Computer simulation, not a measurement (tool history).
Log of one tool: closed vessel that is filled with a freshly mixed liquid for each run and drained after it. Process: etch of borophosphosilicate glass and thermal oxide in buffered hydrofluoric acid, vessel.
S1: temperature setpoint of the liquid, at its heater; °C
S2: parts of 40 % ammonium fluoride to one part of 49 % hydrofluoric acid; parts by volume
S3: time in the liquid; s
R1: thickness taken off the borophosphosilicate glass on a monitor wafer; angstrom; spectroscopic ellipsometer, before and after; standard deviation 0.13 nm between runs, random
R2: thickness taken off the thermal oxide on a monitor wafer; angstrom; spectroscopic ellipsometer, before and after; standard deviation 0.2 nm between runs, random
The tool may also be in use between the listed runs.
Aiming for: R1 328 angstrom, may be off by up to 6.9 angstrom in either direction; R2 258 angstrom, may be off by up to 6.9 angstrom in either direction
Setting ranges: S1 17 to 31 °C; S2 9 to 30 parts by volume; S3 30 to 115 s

run	hour	S1	S2	S3	R1	R2
1	0	23	24	60	362.29	283.73
2	4.7	25	24	60	403.32	317.16
3	10.3	25	24	50	339.39	267.54
4	17.5	25	20.5	50	373.84	296.48
5	25.4	22	20.5	50	320.85	250.32
6	34.1	22	26	50	270.54	213.23
7	37.8	23	26	50	286.68	225.13
8	42.5	24	26	50	302.41	234.74
9	51.5	24.5	26	50	313.64	247.38
10	60	25	26	50	319.55	252.91

Of the 4 settings listed for the next run, only one would bring every result within its allowed miss of target. Which one?
A	68.5	20	26.5	65	?	?
B	68.5	23.5	22	50	?	?
C	68.5	31	20.5	30	?	?
D	68.5	23	24	50	?	?

move	R1	R2
A	313.46	239.18
B	332.6	254.16
C	312.31	239.45
D	304.75	232.88
A: moves away from the targets compared with the last run
B: in spec on every target
C: moves away from the targets compared with the last run
D: moves away from the targets compared with the last run
Move B is the one to make.
